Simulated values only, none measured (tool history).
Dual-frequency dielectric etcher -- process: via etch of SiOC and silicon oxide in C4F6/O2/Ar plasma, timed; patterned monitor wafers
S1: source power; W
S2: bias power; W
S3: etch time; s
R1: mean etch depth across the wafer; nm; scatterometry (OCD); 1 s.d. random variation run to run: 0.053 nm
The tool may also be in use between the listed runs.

run,hour,S1,S2,S3,R1
1,0,270,180,30.5,30.521
2,7.5,270,167,30.5,29.56
3,14.9,270,167,30.5,29.601
4,19,260,161,30,28.057
5,28,310,161,30,30.635
6,30.2,310,161,30.5,31.325
7,35,300,156,30.5,30.423

Forecast run 8:
8,43.2,290,151,30.5,?

Run 8 gave R1 29.493 nm.
